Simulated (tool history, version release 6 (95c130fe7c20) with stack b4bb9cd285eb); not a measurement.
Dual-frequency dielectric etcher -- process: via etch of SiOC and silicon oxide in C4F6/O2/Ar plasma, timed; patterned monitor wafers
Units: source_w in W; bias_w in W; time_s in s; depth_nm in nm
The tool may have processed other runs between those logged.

{"run": 1, "hour": 0.0, "source_w": 290, "bias_w": 200, "time_s": 96.5, "depth_nm": 104.47}
{"run": 2, "hour": 7.1, "source_w": 240, "bias_w": 200, "time_s": 96.5, "depth_nm": 95.129}
{"run": 3, "hour": 11.1, "source_w": 240, "bias_w": 200, "time_s": 96.5, "depth_nm": 95.123}
{"run": 4, "hour": 17.3, "source_w": 270, "bias_w": 200, "time_s": 96.5, "depth_nm": 100.42}
{"run": 5, "hour": 21.1, "source_w": 270, "bias_w": 200, "time_s": 101.5, "depth_nm": 105.67}
{"run": 6, "hour": 28.0, "source_w": 220, "bias_w": 200, "time_s": 101.5, "depth_nm": 95.599}
{"run": 7, "hour": 31.5, "source_w": 250, "bias_w": 202, "time_s": 101.5, "depth_nm": 102.61}
{"run": 8, "hour": 39.9, "source_w": 270, "bias_w": 203, "time_s": 101.5, "depth_nm": 106.56}
{"run": 9, "hour": 48.0, "source_w": 290, "bias_w": 204, "time_s": 101.5, "depth_nm": 110.12}

Expected results for the next run?
{"run": 10, "hour": 53.0, "source_w": 300, "bias_w": 205, "time_s": 101.5, "depth_nm": "?"}

Logged for run 10: depth_nm 112.26 nm.
